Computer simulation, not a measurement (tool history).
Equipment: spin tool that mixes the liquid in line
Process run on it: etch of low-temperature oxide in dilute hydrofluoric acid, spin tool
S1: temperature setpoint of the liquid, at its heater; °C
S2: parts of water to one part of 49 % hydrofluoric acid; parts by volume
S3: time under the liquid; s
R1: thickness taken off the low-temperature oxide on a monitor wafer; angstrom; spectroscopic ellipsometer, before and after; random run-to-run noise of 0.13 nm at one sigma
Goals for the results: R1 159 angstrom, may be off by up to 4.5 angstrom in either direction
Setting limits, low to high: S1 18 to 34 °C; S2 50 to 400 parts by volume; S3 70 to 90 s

run  hour    S1   S2  S3      R1
  1     0    26  225  90   59.61
  2   7.7    26  280  90  44.858
  3   8.3  29.5  280  90  50.704
  4  11.8  28.5  280  90   48.81
  5  16.9  28.5  210  90  70.352
  6  24.3  28.5  210  90  71.379
  7    25    29  200  90  77.622
  8  25.9  29.5  190  90  83.622
  9  27.9    30  180  90  89.785
 10  33.2  30.5  170  90  99.361
 11  37.2    31  165  90  103.91
 12  39.6  31.5  160  90  112.25
 13  43.8    34  110  90  191.33
 14  48.5    31  110  90  168.75

Next run, 4 choices. One meets every target within its allowed miss, the rest don't. Which?
  A  53.2  33.5  120  85   ?
  B  53.2  29.5  105  90   ?
  C  53.2    33  110  90   ?
  D  53.2    30   95  90   ?

move      R1
   A  158.31
   B  169.11
   C   182.3
   D  193.15
A: all results in spec
B: about as far from the targets as the last run
C: the biggest miss grows against the last run
D: the biggest miss grows against the last run
Answer: A
